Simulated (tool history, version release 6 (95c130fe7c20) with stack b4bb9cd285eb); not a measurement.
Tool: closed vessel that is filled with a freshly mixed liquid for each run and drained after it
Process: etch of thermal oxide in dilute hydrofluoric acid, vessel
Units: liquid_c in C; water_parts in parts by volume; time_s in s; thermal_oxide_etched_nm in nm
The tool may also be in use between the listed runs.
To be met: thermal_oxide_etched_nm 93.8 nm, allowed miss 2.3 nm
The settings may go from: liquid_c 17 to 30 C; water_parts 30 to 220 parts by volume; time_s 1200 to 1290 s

run  hour  liquid_c  water_parts  time_s  thermal_oxide_etched_nm
  1     0        22          125    1200                   41.781
  2   6.3        23          120    1200                   44.937
  3   8.6        23          150    1200                   35.151
  4   9.9        24          140    1200                   39.178
  5  14.9        24          165    1200                   32.855
  6  23.4        22          165    1200                   30.517
  7  28.8        23          150    1200                   35.187
  8  32.6        27          100    1210                    65.76
  9    40      27.5           95    1210                   70.869
 10    46        28           95    1210                   71.769
 11  50.2        28           90    1210                   76.879
 12  54.9        29           85    1210                   84.935

5 next moves are on the table. One of them brings every result within its allowed miss. Which?
  A  59.6        29           80    1200                        ?
  B  59.6        26           70    1200                        ?
  C  59.6        30           95    1215                        ?
  D  59.6        28           80    1205                        ?
  E  59.6        25           75    1280                        ?

move  thermal_oxide_etched_nm
   A                   90.464
   B                   93.211
   C                    78.43
   D                   87.396
   E                   88.574
A: nearer than the last run, and not there yet
B: meets every target
C: further off than the last run
D: nearer than the last run, and not there yet
E: nearer than the last run, and not there yet
Answer: B
